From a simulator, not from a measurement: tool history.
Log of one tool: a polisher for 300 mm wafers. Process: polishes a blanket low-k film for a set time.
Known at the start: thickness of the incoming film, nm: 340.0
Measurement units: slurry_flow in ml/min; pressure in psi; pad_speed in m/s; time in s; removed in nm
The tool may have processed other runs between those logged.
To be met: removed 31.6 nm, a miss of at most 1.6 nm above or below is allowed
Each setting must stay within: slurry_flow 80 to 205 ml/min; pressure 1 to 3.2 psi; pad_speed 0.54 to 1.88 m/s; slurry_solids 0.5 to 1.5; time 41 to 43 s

Run 1, hour 0: slurry_flow 135 ml/min, pressure 2.1 psi, pad_speed 1.2 m/s, slurry_solids 1, time 41 s. Result: removed 18.274 nm.
Run 2, hour 1.2: slurry_flow 135 ml/min, pressure 2.2 psi, pad_speed 1.2 m/s, slurry_solids 1, time 41 s. Result: removed 19.02 nm.
Run 3, hour 6.2: slurry_flow 135 ml/min, pressure 2.7 psi, pad_speed 1.2 m/s, slurry_solids 1, time 41 s. Result: removed 21.816 nm.
Run 4, hour 12.2: slurry_flow 135 ml/min, pressure 2.7 psi, pad_speed 1.2 m/s, slurry_solids 1, time 43 s. Result: removed 22.902 nm.
Run 5, hour 17.7: slurry_flow 135 ml/min, pressure 2.7 psi, pad_speed 1.2 m/s, slurry_solids 1.1, time 43 s. Result: removed 24.706 nm.
Run 6, hour 24.8: slurry_flow 135 ml/min, pressure 2.7 psi, pad_speed 1.2 m/s, slurry_solids 0.95, time 43 s. Result: removed 23.562 nm.
Run 7, hour 29.8: slurry_flow 135 ml/min, pressure 2.8 psi, pad_speed 1.22 m/s, slurry_solids 0.95, time 43 s. Result: removed 24.328 nm.
Run 8, hour 34.2: slurry_flow 135 ml/min, pressure 2.8 psi, pad_speed 1.24 m/s, slurry_solids 0.95, time 43 s. Result: removed 24.43 nm.
Run 9, hour 41: slurry_flow 135 ml/min, pressure 2.8 psi, pad_speed 1.26 m/s, slurry_solids 0.95, time 43 s. Result: removed 24.392 nm.

Of the 5 settings listed for the next run, only one would bring every result within its allowed miss of target. Which one?
Run A, hour 47.8: slurry_flow 125 ml/min, pressure 2.8 psi, pad_speed 1.06 m/s, slurry_solids 0.85, time 43 s. Result: removed ?.
Run B, hour 47.8: slurry_flow 105 ml/min, pressure 3.1 psi, pad_speed 1.48 m/s, slurry_solids 1, time 41 s. Result: removed ?.
Run C, hour 47.8: slurry_flow 165 ml/min, pressure 2.3 psi, pad_speed 1.76 m/s, slurry_solids 0.85, time 43 s. Result: removed ?.
Run D, hour 47.8: slurry_flow 155 ml/min, pressure 3.1 psi, pad_speed 1.38 m/s, slurry_solids 1.1, time 43 s. Result: removed ?.
Run E, hour 47.8: slurry_flow 125 ml/min, pressure 3.2 psi, pad_speed 1.56 m/s, slurry_solids 0.75, time 41 s. Result: removed ?.

move  removed
   A   20.533
   B   28.301
   C   27.221
   D   30.946
   E   28.971
A: misses by more than the last run did
B: better than the last run, though not everything is in spec
C: better than the last run, though not everything is in spec
D: every result within its allowed miss
E: better than the last run, though not everything is in spec
The right move is D.
